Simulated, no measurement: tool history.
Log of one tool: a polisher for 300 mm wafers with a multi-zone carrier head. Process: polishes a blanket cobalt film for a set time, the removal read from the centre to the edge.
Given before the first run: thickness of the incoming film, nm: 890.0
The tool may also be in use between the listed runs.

run	day	flow of slurry (ml/min)	pressure of the head's centre zone	pressure of the head's middle zone	pressure of the head's edge zone	polishing time (s)	film removed at the wafer's centre (Å)	film removed at mid-radius (Å)	film removed at the wafer's edge (Å)
1	0.000	305	1.00	1.00	1.00	53	3886.5	3464.9	3543.7
2	0.292	305	1.00	1.00	0.94	53	3897.9	3401.0	3451.4
3	0.442	305	1.00	1.00	0.94	60	4433.8	3849.3	3888.5
4	0.496	305	0.95	1.00	0.94	60	4100.4	3910.1	3913.1
5	0.754	305	0.99	1.00	0.94	60	4306.4	3898.4	3923.0
# day 0.979: centre zone pressure recalibrated
6	0.979	305	0.99	1.08	0.94	60	3867.8	4135.9	3832.9
7	1.075	315	1.00	1.08	0.97	60	3971.1	4165.7	3960.5
8	1.296	325	1.01	1.08	0.98	60	4077.1	4160.7	3951.5
9	1.433	330	1.01	1.08	1.00	60	4028.0	4162.0	4044.8

Run 10 comes next. What will it give?
10	1.812	335	1.02	1.09	1.00	60	?	?	?

For run 10 the tool returned film removed at the wafer's centre (Å) 4037.4, film removed at mid-radius (Å) 4195.4, film removed at the wafer's edge (Å) 3982.0.
